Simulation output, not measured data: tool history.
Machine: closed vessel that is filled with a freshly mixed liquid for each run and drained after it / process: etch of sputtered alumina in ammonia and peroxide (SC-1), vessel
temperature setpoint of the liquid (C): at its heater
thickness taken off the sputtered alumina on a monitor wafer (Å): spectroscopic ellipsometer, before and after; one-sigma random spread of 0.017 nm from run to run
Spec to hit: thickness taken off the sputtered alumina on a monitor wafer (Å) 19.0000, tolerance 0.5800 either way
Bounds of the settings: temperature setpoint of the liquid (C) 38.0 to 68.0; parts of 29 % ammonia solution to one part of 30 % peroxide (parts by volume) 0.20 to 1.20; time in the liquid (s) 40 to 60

run	day	temperature setpoint of the liquid (C)	parts of 29 % ammonia solution to one part of 30 % peroxide (parts by volume)	time in the liquid (s)	thickness taken off the sputtered alumina on a monitor wafer (Å)
1	0.000	52.0	0.85	60	31.1450
2	0.246	46.0	0.85	60	22.3580
3	0.283	39.5	0.85	60	15.5840
4	0.367	39.5	0.85	40	10.1540
5	0.433	42.0	0.85	40	11.9290
6	0.525	38.0	0.85	40	9.4297
7	0.812	40.5	0.85	40	11.0640
8	1.029	42.5	0.85	40	12.3350
9	1.225	44.5	0.85	40	13.5780
10	1.517	46.0	0.85	40	14.9430
# day 1.567: thermometer replaced
11	1.567	47.0	0.85	40	13.8690

Which single option among these 4 for the next run brings every result within its allowed miss of target? Just one does.
A	1.617	51.0	0.85	40	?
B	1.617	52.0	0.80	45	?
C	1.617	48.5	1.00	50	?
D	1.617	40.5	0.60	45	?

move	thickness taken off the sputtered alumina on a monitor wafer (Å)
A	17.2360
B	20.3570
C	19.0660
D	10.3480
A: closes in on the targets versus the last run, not all within tolerance yet
B: pushes the last run's worst result past its target
C: all results land within tolerance of their targets
D: moves away from the targets compared with the last run
The right move is C.
